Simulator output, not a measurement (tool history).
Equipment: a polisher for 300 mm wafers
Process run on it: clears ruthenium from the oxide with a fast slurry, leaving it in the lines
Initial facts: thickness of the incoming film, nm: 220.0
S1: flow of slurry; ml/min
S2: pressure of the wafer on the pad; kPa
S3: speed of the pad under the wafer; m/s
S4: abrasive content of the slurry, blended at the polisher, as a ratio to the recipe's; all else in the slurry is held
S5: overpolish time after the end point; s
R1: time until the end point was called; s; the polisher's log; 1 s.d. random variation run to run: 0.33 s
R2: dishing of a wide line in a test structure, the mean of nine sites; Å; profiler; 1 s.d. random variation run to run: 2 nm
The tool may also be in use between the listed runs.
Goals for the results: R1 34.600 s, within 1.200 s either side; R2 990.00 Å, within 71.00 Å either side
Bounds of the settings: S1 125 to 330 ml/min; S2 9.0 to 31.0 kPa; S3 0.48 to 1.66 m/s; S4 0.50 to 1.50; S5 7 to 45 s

run	hour	S1	S2	S3	S4	S5	R1	R2
1	0.0	210	20.0	1.06	1.00	23	60.102	559.98
2	1.0	215	23.4	1.06	1.00	24	51.830	638.23
3	2.1	215	23.4	1.06	1.15	24	49.049	688.75
4	9.6	215	23.4	1.06	1.15	15	48.631	465.57
5	15.9	215	23.4	1.06	1.15	20	48.563	593.38
6	21.1	215	23.4	0.94	1.15	20	54.869	543.95
7	27.7	215	25.5	0.98	1.15	22	49.224	617.54
8	35.9	220	26.9	1.02	1.15	24	44.940	698.64
9	38.3	220	31.0	1.12	1.15	30	36.801	947.35

Exercise: of the 4 proposed moves below, exactly one satisfies all targets within the stated allowed misses. Which move is it?
A	40.7	225	29.6	1.18	1.25	31	?	?
B	40.7	230	31.0	1.26	1.20	21	?	?
C	40.7	255	29.6	1.12	1.20	43	?	?
D	40.7	255	31.0	1.14	1.20	43	?	?

move	R1	R2
A	34.543	997.67
B	31.558	838.38
C	36.445	1137.00
D	34.399	1164.40
A: every result lands within tolerance
B: takes the result that was furthest off past its target
C: misses by more than the last run did
D: brings the result that was furthest off to its target, and leaves another outside
The move that meets every target is A.

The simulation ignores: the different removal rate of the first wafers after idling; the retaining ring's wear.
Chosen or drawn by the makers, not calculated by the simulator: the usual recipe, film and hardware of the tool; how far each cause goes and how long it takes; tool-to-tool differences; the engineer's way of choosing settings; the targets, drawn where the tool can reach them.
